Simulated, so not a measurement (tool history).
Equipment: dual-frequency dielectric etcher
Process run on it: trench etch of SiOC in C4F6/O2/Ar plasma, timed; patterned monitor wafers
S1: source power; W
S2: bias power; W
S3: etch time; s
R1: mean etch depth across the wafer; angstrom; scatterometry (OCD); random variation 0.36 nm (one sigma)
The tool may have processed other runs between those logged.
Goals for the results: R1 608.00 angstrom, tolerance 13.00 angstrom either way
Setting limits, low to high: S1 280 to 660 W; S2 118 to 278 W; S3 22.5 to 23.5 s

run,day,S1,S2,S3,R1
1,0.000,470,198,22.5,533.32
2,0.233,510,198,22.5,547.08
3,0.604,540,198,22.5,557.37
4,0.650,570,203,22.5,564.37
5,0.942,530,203,22.5,555.72
6,1.054,470,203,22.5,538.69
7,1.358,510,213,22.5,562.81
8,1.483,540,218,22.5,571.37
9,1.725,560,223,22.5,578.62
10,1.867,580,228,22.5,582.45

Which of these 4 next moves meets every target?
A,2.008,550,216,23.0,?
B,2.008,660,248,22.5,?
C,2.008,530,256,23.0,?
D,2.008,620,194,22.5,?

move,R1
A,590.16
B,636.17
C,614.93
D,580.03
A: closer than the last run, but not yet in spec
B: pushes the last run's worst result past its target
C: in spec on every target
D: its largest miss is bigger than the last run's
So the answer is move C, the one that meets all the targets.

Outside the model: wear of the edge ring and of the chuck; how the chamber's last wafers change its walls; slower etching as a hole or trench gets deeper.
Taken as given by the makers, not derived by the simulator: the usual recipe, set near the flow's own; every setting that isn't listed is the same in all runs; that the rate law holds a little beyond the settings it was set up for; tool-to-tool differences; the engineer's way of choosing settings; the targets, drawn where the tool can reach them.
